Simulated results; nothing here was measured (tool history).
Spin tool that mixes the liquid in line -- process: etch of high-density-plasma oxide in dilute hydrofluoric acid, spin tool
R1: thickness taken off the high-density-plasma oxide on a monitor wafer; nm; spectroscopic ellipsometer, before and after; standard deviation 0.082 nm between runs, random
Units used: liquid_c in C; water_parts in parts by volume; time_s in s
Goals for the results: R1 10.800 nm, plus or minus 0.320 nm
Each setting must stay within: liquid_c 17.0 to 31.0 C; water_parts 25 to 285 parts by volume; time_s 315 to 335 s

Run 1, day 0.000: liquid_c 23.0 C, water_parts 155 parts by volume, time_s 315 s. Result: R1 20.476 nm.
Run 2, day 0.133: liquid_c 21.0 C, water_parts 175 parts by volume, time_s 315 s. Result: R1 16.369 nm.
Run 3, day 0.242: liquid_c 21.0 C, water_parts 145 parts by volume, time_s 315 s. Result: R1 20.587 nm.
Run 4, day 0.325: liquid_c 21.0 C, water_parts 95 parts by volume, time_s 315 s. Result: R1 32.837 nm.
Run 5, day 0.592: liquid_c 19.5 C, water_parts 135 parts by volume, time_s 315 s. Result: R1 21.158 nm.
Run 6, day 0.804: liquid_c 23.0 C, water_parts 135 parts by volume, time_s 315 s. Result: R1 23.845 nm.
Run 7, day 0.912: liquid_c 19.0 C, water_parts 200 parts by volume, time_s 315 s. Result: R1 13.102 nm.
Run 8, day 0.983: liquid_c 18.5 C, water_parts 205 parts by volume, time_s 315 s. Result: R1 12.572 nm.
Run 9, day 1.121: liquid_c 18.0 C, water_parts 210 parts by volume, time_s 315 s. Result: R1 11.789 nm.
Run 10, day 1.379: liquid_c 17.5 C, water_parts 215 parts by volume, time_s 315 s. Result: R1 11.119 nm.

Pick the move, out of 5, that brings all results within their allowed miss; only one does.
Run A, day 1.638: liquid_c 17.0 C, water_parts 215 parts by volume, time_s 325 s. Result: R1 ?.
Run B, day 1.638: liquid_c 17.0 C, water_parts 210 parts by volume, time_s 330 s. Result: R1 ?.
Run C, day 1.638: liquid_c 18.0 C, water_parts 225 parts by volume, time_s 315 s. Result: R1 ?.
Run D, day 1.638: liquid_c 17.0 C, water_parts 205 parts by volume, time_s 315 s. Result: R1 ?.
Run E, day 1.638: liquid_c 17.0 C, water_parts 235 parts by volume, time_s 320 s. Result: R1 ?.

move      R1
   A  11.341
   B  11.843
   C  10.825
   D  11.633
   E  10.035
A: its largest miss is bigger than the last run's
B: its largest miss is bigger than the last run's
C: every result within its allowed miss
D: its largest miss is bigger than the last run's
E: takes the result that was furthest off past its target
Answer: C

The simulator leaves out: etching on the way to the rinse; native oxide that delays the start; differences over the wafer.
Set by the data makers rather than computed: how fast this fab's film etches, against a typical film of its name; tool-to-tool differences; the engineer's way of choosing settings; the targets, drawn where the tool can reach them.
